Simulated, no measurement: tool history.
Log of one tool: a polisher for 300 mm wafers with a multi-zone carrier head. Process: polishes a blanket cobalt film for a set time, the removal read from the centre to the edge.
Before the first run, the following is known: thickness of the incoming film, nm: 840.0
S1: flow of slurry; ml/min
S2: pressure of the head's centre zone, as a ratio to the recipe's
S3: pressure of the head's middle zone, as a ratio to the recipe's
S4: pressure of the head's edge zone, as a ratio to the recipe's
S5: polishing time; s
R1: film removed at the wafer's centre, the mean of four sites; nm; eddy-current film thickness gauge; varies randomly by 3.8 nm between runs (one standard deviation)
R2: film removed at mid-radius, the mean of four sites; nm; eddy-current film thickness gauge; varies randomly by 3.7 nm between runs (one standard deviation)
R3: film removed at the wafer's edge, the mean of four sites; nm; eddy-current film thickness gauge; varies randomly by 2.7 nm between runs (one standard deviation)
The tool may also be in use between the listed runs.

{"run": 1, "hour": 0.0, "S1": 280, "S2": 1, "S3": 1, "S4": 1, "S5": 33, "R1": 194.93, "R2": 198.54, "R3": 199.49}
{"run": 2, "hour": 2.9, "S1": 285, "S2": 1.02, "S3": 1.04, "S4": 1.02, "S5": 35, "R1": 214.04, "R2": 215.21, "R3": 209.71}
{"run": 3, "hour": 11.5, "S1": 290, "S2": 1.01, "S3": 1.06, "S4": 1.03, "S5": 38, "R1": 232.89, "R2": 244.45, "R3": 230.92}
{"run": 4, "hour": 16.3, "S1": 295, "S2": 1.01, "S3": 1.08, "S4": 1.05, "S5": 39, "R1": 239.23, "R2": 251.14, "R3": 237.52}
{"run": 5, "hour": 17.0, "S1": 295, "S2": 1.01, "S3": 1.08, "S4": 1.1, "S5": 39, "R1": 230.08, "R2": 249.45, "R3": 243.96}
{"run": 6, "hour": 22.6, "S1": 295, "S2": 1.01, "S3": 1.02, "S4": 1.1, "S5": 39, "R1": 232.01, "R2": 240.47, "R3": 242.92}

Run 7, settings as shown, results not yet in. Your forecast:
{"run": 7, "hour": 24.4, "S1": 300, "S2": 1.02, "S3": 1.05, "S4": 1.09, "S5": 40, "R1": "?", "R2": "?", "R3": "?"}

R1: 235.74 nm
R2: 258.54 nm
R3: 243.93 nm
